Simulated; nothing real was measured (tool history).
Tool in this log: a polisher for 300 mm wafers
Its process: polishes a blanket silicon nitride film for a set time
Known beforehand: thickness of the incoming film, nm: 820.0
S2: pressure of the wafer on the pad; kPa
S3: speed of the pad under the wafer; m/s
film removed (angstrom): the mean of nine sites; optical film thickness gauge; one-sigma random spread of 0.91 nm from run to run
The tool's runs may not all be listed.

run 1 hour=0 | flow_of_slurry_(ml/min)=175 S2=26.2 S3=1.06 polishing_time_(s)=61 | film_removed_(angstrom)=1119.8
run 2 hour=8.9 | flow_of_slurry_(ml/min)=145 S2=26.2 S3=1.06 polishing_time_(s)=61 | film_removed_(angstrom)=1051.4
run 3 hour=15.8 | flow_of_slurry_(ml/min)=145 S2=26.2 S3=1.06 polishing_time_(s)=61 | film_removed_(angstrom)=1072.6
run 4 hour=21.5 | flow_of_slurry_(ml/min)=145 S2=28.3 S3=1.06 polishing_time_(s)=61 | film_removed_(angstrom)=1106.8
run 5 hour=25.4 | flow_of_slurry_(ml/min)=180 S2=28.3 S3=1.06 polishing_time_(s)=61 | film_removed_(angstrom)=1177.4
run 6 hour=26.5 | flow_of_slurry_(ml/min)=180 S2=28.3 S3=1.06 polishing_time_(s)=61 | film_removed_(angstrom)=1179.7

Forecast run 7:
run 7 hour=28.1 | flow_of_slurry_(ml/min)=200 S2=29 S3=1.06 polishing_time_(s)=61 | film_removed_(angstrom)=?

film removed (angstrom): 1228.3
